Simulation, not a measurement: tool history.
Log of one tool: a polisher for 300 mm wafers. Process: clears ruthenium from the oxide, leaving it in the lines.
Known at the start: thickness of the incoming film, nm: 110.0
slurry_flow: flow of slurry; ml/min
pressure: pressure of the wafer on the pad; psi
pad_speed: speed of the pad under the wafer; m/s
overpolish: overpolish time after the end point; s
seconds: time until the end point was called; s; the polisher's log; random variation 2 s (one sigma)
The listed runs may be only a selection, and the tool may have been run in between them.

Run 1, hour 0: slurry_flow 310 ml/min, pressure 2.2 psi, pad_speed 1.26 m/s, overpolish 13 s. Result: seconds 79.653 s.
Run 2, hour 2.6: slurry_flow 310 ml/min, pressure 1.9 psi, pad_speed 1.22 m/s, overpolish 13 s. Result: seconds 95.863 s.
Run 3, hour 9.7: slurry_flow 235 ml/min, pressure 1.9 psi, pad_speed 1.22 m/s, overpolish 13 s. Result: seconds 97.373 s.
Run 4, hour 16.3: slurry_flow 235 ml/min, pressure 2.3 psi, pad_speed 1.22 m/s, overpolish 13 s. Result: seconds 81.49 s.
Run 5, hour 18.5: slurry_flow 235 ml/min, pressure 2 psi, pad_speed 1.2 m/s, overpolish 13 s. Result: seconds 92.899 s.
Run 6, hour 22: slurry_flow 185 ml/min, pressure 2 psi, pad_speed 1.2 m/s, overpolish 13 s. Result: seconds 97.499 s.
Run 7, hour 26.6: slurry_flow 185 ml/min, pressure 1.8 psi, pad_speed 1.18 m/s, overpolish 13 s. Result: seconds 108.18 s.

Run 8 comes next. What will it give?
Run 8, hour 31.9: slurry_flow 185 ml/min, pressure 1.6 psi, pad_speed 1.18 m/s, overpolish 13 s. Result: seconds ?.

seconds: 121.46 s
